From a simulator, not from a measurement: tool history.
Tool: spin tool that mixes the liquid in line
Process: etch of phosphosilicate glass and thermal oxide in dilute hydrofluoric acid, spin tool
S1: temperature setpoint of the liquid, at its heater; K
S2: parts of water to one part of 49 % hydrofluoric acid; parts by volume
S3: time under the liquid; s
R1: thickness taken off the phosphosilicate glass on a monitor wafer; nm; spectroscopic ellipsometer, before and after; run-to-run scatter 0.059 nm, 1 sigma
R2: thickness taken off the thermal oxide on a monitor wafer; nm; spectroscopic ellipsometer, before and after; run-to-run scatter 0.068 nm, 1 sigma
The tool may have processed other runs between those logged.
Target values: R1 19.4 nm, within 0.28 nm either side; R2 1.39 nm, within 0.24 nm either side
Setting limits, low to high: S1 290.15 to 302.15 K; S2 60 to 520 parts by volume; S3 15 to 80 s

| run | hour | S1 | S2 | S3 | R1 | R2 |
|---|---|---|---|---|---|---|
| 1 | 0 | 294.15 | 290 | 40 | 7.6173 | 0.51508 |
| 2 | 0.7 | 294.15 | 345 | 40 | 6.1345 | 0.45338 |
| 3 | 4 | 296.15 | 285 | 40 | 8.3477 | 0.6067 |
| 4 | 11 | 297.65 | 240 | 40 | 10.99 | 0.75122 |
| 5 | 15.2 | 299.15 | 215 | 40 | 13.21 | 0.9053 |
|  | 16 | hydrofluoric acid flow meter replaced |
| 6 | 16 | 298.15 | 215 | 40 | 11.848 | 0.885 |
| 7 | 19.7 | 299.15 | 190 | 40 | 14.309 | 1.1402 |
| 8 | 25.5 | 302.15 | 150 | 40 | 21.174 | 1.4876 |
| 9 | 31.4 | 301.65 | 150 | 40 | 20.818 | 1.627 |
| 10 | 33.4 | 301.15 | 150 | 40 | 20.435 | 1.484 |
| 11 | 35.8 | 300.65 | 150 | 40 | 20.032 | 1.4026 |

Which single option among these 4 for the next run brings every result within its allowed miss of target? Just one does.
| A | 38.2 | 300.65 | 200 | 60 | ? | ? |
| B | 38.2 | 302.15 | 230 | 60 | ? | ? |
| C | 38.2 | 300.65 | 190 | 50 | ? | ? |
| D | 38.2 | 296.65 | 135 | 40 | ? | ? |

| move | R1 | R2 |
|---|---|---|
| A | 21.172 | 1.3906 |
| B | 18.735 | 1.2306 |
| C | 18.791 | 1.2342 |
| D | 19.429 | 1.2761 |
A: moves away from the targets compared with the last run
B: pushes the last run's worst result past its target
C: pushes the last run's worst result past its target
D: meets every target
Go with D: it meets all targets.
